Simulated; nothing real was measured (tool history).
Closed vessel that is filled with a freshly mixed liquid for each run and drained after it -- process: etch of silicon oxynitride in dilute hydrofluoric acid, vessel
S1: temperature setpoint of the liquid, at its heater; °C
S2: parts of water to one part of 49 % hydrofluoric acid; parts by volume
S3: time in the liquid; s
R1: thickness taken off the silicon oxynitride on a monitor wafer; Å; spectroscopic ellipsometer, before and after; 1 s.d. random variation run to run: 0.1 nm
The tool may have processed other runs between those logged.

run 1 day=0.000 | S1=25 S2=160 S3=475 | R1=121.88
run 2 day=0.192 | S1=27 S2=160 S3=475 | R1=131.94
run 3 day=0.329 | S1=28 S2=160 S3=475 | R1=135.92
run 4 day=0.621 | S1=28 S2=110 S3=475 | R1=208.22
run 5 day=0.700 | S1=28 S2=110 S3=475 | R1=209.78
run 6 day=1.054 | S1=28 S2=110 S3=335 | R1=147.46

Expected results for the next run?
run 7 day=1.288 | S1=29 S2=110 S3=335 | R1=?

Run 7 gave R1 155.13 Å.
